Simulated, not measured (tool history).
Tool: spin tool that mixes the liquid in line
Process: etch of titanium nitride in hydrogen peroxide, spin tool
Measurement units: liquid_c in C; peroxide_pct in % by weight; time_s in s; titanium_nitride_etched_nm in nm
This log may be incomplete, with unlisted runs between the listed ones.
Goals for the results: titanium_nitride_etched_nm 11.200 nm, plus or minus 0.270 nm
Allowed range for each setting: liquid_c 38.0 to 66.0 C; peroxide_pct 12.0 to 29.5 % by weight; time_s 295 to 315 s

| run | hour | liquid_c | peroxide_pct | time_s | titanium_nitride_etched_nm |
|---|---|---|---|---|---|
| 1 | 0.0 | 54.0 | 20.0 | 295 | 20.435 |
| 2 | 7.6 | 47.0 | 20.0 | 295 | 12.440 |
| 3 | 12.1 | 46.5 | 20.0 | 295 | 11.968 |
| 4 | 13.3 | 46.0 | 20.0 | 295 | 11.515 |
| 5 | 17.8 | 52.5 | 20.0 | 295 | 18.495 |
| 6 | 23.6 | 50.5 | 20.0 | 295 | 16.032 |
| 7 | 29.1 | 49.0 | 20.0 | 295 | 14.390 |
| 8 | 31.3 | 48.0 | 20.0 | 295 | 13.336 |
| 9 | 33.3 | 47.5 | 20.0 | 295 | 12.891 |
| 10 | 37.0 | 47.0 | 20.0 | 295 | 12.376 |
| 11 | 45.0 | 47.0 | 20.0 | 295 | 12.400 |
| 12 | 52.3 | 46.5 | 20.0 | 295 | 11.907 |
| 13 | 56.8 | 46.0 | 20.0 | 295 | 11.607 |

5 next moves are on the table. One of them brings every result within its allowed miss. Which?
| A | 61.3 | 46.0 | 19.0 | 315 | ? |
| B | 61.3 | 46.0 | 21.5 | 310 | ? |
| C | 61.3 | 46.0 | 23.0 | 295 | ? |
| D | 61.3 | 46.0 | 19.5 | 315 | ? |
| E | 61.3 | 44.5 | 21.0 | 315 | ? |

| move | titanium_nitride_etched_nm |
|---|---|
| A | 12.295 |
| B | 12.425 |
| C | 11.997 |
| D | 12.363 |
| E | 11.235 |
A: the biggest miss grows against the last run
B: the biggest miss grows against the last run
C: the biggest miss grows against the last run
D: the biggest miss grows against the last run
E: all results land within tolerance of their targets
The move that meets every target is E.
